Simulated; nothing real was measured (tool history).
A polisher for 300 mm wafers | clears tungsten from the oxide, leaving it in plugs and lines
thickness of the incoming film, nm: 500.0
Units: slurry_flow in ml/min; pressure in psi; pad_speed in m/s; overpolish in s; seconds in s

Run 1, hour 0: slurry_flow 225 ml/min, pressure 4.5 psi, pad_speed 0.84 m/s, slurry_solids 1, overpolish 32 s. Result: seconds 98.459 s.
Run 2, hour 5.9: slurry_flow 225 ml/min, pressure 5.2 psi, pad_speed 0.84 m/s, slurry_solids 1, overpolish 32 s. Result: seconds 88.706 s.
Run 3, hour 13.3: slurry_flow 225 ml/min, pressure 5.2 psi, pad_speed 0.84 m/s, slurry_solids 1.1, overpolish 32 s. Result: seconds 86.081 s.
Run 4, hour 15.2: slurry_flow 225 ml/min, pressure 5.2 psi, pad_speed 0.84 m/s, slurry_solids 1.2, overpolish 32 s. Result: seconds 83.811 s.
Run 5, hour 18.5: slurry_flow 225 ml/min, pressure 4.7 psi, pad_speed 0.84 m/s, slurry_solids 1.2, overpolish 32 s. Result: seconds 93.603 s.
Run 6, hour 21.3: slurry_flow 265 ml/min, pressure 4.7 psi, pad_speed 0.84 m/s, slurry_solids 1.2, overpolish 32 s. Result: seconds 90.798 s.
Run 7, hour 26.4: slurry_flow 265 ml/min, pressure 4.4 psi, pad_speed 0.82 m/s, slurry_solids 1.2, overpolish 32 s. Result: seconds 99.704 s.
Run 8, hour 34.6: slurry_flow 265 ml/min, pressure 4.1 psi, pad_speed 0.8 m/s, slurry_solids 1.2, overpolish 32 s. Result: seconds 105.8 s.
Run 9, hour 41.4: slurry_flow 265 ml/min, pressure 3.8 psi, pad_speed 0.78 m/s, slurry_solids 1.2, overpolish 32 s. Result: seconds 121.93 s.
Run 10, hour 46.5: slurry_flow 260 ml/min, pressure 3.6 psi, pad_speed 0.78 m/s, slurry_solids 1.2, overpolish 32 s. Result: seconds 128.52 s.

The next listed run, before its measurement:
Run 11, hour 48.9: slurry_flow 255 ml/min, pressure 3.4 psi, pad_speed 0.78 m/s, slurry_solids 1.2, overpolish 32 s. Result: seconds ?.

{"run 11": {"seconds": 133.34}}
